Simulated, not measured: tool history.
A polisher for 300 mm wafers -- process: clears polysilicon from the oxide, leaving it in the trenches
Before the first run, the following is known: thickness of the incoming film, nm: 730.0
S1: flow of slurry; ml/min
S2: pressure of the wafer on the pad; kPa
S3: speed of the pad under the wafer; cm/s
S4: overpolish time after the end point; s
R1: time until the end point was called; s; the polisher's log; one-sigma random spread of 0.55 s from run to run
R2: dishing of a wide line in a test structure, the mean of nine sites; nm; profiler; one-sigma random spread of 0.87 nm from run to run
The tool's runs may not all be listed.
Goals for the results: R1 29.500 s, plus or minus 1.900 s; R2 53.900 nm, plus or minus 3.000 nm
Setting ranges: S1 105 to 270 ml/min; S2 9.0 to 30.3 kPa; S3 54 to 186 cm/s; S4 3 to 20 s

Run 1, hour 0.0: S1 175 ml/min, S2 19.3 kPa, S3 118 cm/s, S4 10 s. Result: R1 40.827 s, R2 53.077 nm.
Run 2, hour 3.2: S1 175 ml/min, S2 20.7 kPa, S3 118 cm/s, S4 10 s. Result: R1 37.285 s, R2 54.122 nm.
Run 3, hour 11.8: S1 175 ml/min, S2 21.4 kPa, S3 118 cm/s, S4 9 s. Result: R1 37.261 s, R2 52.235 nm.
Run 4, hour 14.6: S1 175 ml/min, S2 22.1 kPa, S3 118 cm/s, S4 9 s. Result: R1 38.427 s, R2 51.174 nm.
Run 5, hour 20.1: S1 175 ml/min, S2 22.1 kPa, S3 118 cm/s, S4 5 s. Result: R1 37.443 s, R2 42.941 nm.
Run 6, hour 27.0: S1 175 ml/min, S2 20.0 kPa, S3 118 cm/s, S4 5 s. Result: R1 40.012 s, R2 43.487 nm.
Run 7, hour 28.8: S1 175 ml/min, S2 21.4 kPa, S3 120 cm/s, S4 6 s. Result: R1 36.724 s, R2 46.856 nm.
Run 8, hour 35.6: S1 175 ml/min, S2 22.1 kPa, S3 122 cm/s, S4 6 s. Result: R1 35.973 s, R2 48.028 nm.
Run 9, hour 41.0: S1 175 ml/min, S2 22.8 kPa, S3 124 cm/s, S4 6 s. Result: R1 35.180 s, R2 46.962 nm.

Of the 4 settings listed for the next run, only one would bring every result within its allowed miss of target. Which one?
Run A, hour 46.4: S1 135 ml/min, S2 18.6 kPa, S3 124 cm/s, S4 9 s. Result: R1 ?, R2 ?.
Run B, hour 46.4: S1 220 ml/min, S2 26.2 kPa, S3 148 cm/s, S4 7 s. Result: R1 ?, R2 ?.
Run C, hour 46.4: S1 185 ml/min, S2 25.5 kPa, S3 134 cm/s, S4 3 s. Result: R1 ?, R2 ?.
Run D, hour 46.4: S1 180 ml/min, S2 23.4 kPa, S3 140 cm/s, S4 8 s. Result: R1 ?, R2 ?.

move      R1      R2
   A  43.485  50.780
   B  25.340  53.200
   C  29.269  39.606
   D  30.257  52.919
A: further off than the last run
B: moves the result that the last run missed by most past its target, out the other side
C: the worst result of the last run now meets its target, but another is out of spec
D: every result lands within tolerance
So the answer is move D, the one that meets all the targets.

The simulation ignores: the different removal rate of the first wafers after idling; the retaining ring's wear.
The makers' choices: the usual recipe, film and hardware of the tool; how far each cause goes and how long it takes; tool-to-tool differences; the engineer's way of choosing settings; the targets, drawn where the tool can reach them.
